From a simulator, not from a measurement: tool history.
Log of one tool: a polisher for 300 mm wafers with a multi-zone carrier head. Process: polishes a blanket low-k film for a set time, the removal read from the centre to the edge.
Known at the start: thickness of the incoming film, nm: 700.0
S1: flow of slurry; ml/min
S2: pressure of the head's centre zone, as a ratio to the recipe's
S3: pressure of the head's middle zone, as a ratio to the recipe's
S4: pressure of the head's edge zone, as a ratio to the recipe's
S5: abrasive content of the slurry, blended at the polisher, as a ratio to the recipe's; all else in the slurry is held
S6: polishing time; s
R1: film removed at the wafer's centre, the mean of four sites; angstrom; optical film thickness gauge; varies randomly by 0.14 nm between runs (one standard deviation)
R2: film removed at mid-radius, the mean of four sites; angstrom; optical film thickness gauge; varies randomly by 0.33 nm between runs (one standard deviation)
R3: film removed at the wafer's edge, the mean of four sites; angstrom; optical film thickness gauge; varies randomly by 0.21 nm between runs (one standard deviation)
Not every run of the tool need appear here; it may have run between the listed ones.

run 1 hour=0.0 | S1=150 S2=1.00 S3=1.00 S4=1.00 S5=1.00 S6=65 | R1=284.29 R2=282.23 R3=284.41
run 2 hour=8.7 | S1=150 S2=1.06 S3=1.00 S4=1.00 S5=1.00 S6=65 | R1=296.59 R2=284.86 R3=290.78
run 3 hour=14.7 | S1=140 S2=1.00 S3=0.99 S4=0.96 S5=0.90 S6=65 | R1=264.62 R2=258.67 R3=262.01
run 4 hour=21.9 | S1=130 S2=0.96 S3=0.99 S4=0.92 S5=0.85 S6=65 | R1=245.17 R2=248.45 R3=248.49
run 5 hour=28.1 | S1=130 S2=0.96 S3=0.94 S4=0.92 S5=0.85 S6=65 | R1=241.61 R2=233.85 R3=249.35
run 6 hour=36.5 | S1=130 S2=0.96 S3=0.94 S4=0.92 S5=1.05 S6=65 | R1=276.83 R2=277.11 R3=284.34
run 7 hour=43.3 | S1=130 S2=0.94 S3=0.96 S4=0.90 S5=0.95 S6=65 | R1=259.81 R2=263.68 R3=262.06
run 8 hour=48.7 | S1=105 S2=0.84 S3=0.94 S4=0.82 S5=0.70 S6=65 | R1=188.68 R2=198.94 R3=199.75
run 9 hour=56.5 | S1=120 S2=0.85 S3=0.95 S4=0.82 S5=0.70 S6=65 | R1=193.12 R2=207.35 R3=203.16

Run 10, settings as shown, results not yet in. Your forecast:
run 10 hour=60.0 | S1=130 S2=0.86 S3=0.95 S4=0.82 S5=0.70 S6=65 | R1=? R2=? R3=?

Run 10 yielded R1 197.90 angstrom, R2 213.96 angstrom, R3 204.79 angstrom.
